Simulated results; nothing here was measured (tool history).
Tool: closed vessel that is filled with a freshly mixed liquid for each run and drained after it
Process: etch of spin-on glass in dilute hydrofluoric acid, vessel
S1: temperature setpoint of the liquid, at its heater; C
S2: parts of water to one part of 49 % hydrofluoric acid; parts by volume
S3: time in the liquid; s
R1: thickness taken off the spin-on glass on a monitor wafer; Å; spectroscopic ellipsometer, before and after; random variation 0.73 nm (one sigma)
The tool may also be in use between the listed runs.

run,hour,S1,S2,S3,R1
1,0,24,70,90,603.98
2,5.8,24,45,90,988.83
3,14.2,24,45,90,981.13
4,16.4,24,45,90,1002.9
5,20.8,22.5,45,90,920.16
6,27.1,25,45,90,1049.1
7,30.3,23.5,45,90,970.9

Forecast run 8:
8,37.2,22,45,90,?

R1: 899.49 Å
